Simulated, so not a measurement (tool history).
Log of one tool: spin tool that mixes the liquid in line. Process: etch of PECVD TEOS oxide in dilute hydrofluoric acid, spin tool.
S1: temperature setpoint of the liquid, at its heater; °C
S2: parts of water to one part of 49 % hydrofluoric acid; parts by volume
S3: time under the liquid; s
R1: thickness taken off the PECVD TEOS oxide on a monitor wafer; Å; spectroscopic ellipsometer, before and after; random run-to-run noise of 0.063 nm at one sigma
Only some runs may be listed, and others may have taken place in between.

run	hour	S1	S2	S3	R1
1	0	23	240	90	100.75
2	4.2	23	210	90	118.19
3	7.7	24	210	90	123.35
4	8.7	24	210	70	94.642
5	15.7	26	210	70	103.07
6	21.5	24	210	70	96.068
7	27	25	200	70	106
8	28.2	25.5	195	70	110.59

The next listed run, before its measurement:
9	33.6	26	190	70	?

Run 9 measured R1 116.86 Å.

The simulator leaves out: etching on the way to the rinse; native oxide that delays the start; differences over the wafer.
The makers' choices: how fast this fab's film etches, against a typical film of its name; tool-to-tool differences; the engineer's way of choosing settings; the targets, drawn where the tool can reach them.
